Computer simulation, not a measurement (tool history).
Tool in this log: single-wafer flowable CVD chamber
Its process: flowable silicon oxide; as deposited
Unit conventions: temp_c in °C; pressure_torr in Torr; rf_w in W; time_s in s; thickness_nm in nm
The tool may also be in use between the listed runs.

run  hour  temp_c  pressure_torr  rf_w  time_s  thickness_nm
  1   0.0      95          0.632  1905    1221        625.35
  2   3.7      87          0.632  1905    1221        834.63
  3   6.1      83          0.632  1905    1221        961.27
  4  11.4      91          0.632  1905    1221        733.43
  5  18.0     101          0.632  1905    1221        501.01
  6  25.0     101          0.632  1905    1221        502.68
  7  25.9      92          0.632  1905    1221        704.44
  8  31.0      86          0.632  1905    1221        870.84
  9  33.4      82          0.632  1905    1221        995.61

What does the tool deliver on the next run?
 10  37.4      79          0.632  1905    1221             ?

thickness_nm: 1089.00 nm
